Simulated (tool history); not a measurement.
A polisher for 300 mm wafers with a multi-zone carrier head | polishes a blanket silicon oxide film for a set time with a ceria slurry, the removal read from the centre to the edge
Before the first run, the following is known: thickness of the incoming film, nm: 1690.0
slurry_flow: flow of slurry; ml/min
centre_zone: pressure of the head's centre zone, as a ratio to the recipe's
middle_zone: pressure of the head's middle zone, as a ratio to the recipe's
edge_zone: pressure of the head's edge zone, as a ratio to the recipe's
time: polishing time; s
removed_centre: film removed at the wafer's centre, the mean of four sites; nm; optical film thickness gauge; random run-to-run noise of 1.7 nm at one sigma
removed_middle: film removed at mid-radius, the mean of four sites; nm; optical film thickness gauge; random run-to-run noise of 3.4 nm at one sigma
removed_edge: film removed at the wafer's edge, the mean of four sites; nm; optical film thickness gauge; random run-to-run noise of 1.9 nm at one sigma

| run | hour | slurry_flow | centre_zone | middle_zone | edge_zone | time | removed_centre | removed_middle | removed_edge |
|---|---|---|---|---|---|---|---|---|---|
| 1 | 0 | 320 | 1 | 1 | 1 | 80 | 216.1 | 211.75 | 215.5 |
| 2 | 1.3 | 320 | 1 | 1 | 1 | 73 | 194.97 | 196.19 | 192.85 |
| 3 | 3.7 | 320 | 1 | 1.02 | 1.02 | 75 | 201.89 | 206.33 | 204.68 |
| 4 | 6.9 | 320 | 1 | 1.02 | 1.1 | 75 | 204.05 | 198.92 | 208.74 |
| 5 | 11.6 | 320 | 1 | 0.99 | 1.1 | 75 | 203.21 | 199.66 | 208.15 |
| 6 | 16.7 | 320 | 1 | 0.93 | 1.1 | 75 | 203.88 | 185.43 | 210.18 |
| 7 | 19.4 | 320 | 1 | 0.93 | 1.1 | 75 | 201.09 | 188.55 | 211.1 |

The next listed run, before its measurement:
| 8 | 21.2 | 325 | 1 | 0.95 | 1.1 | 77 | ? | ? | ? |

removed_centre: 209.91 nm
removed_middle: 199.37 nm
removed_edge: 214.36 nm

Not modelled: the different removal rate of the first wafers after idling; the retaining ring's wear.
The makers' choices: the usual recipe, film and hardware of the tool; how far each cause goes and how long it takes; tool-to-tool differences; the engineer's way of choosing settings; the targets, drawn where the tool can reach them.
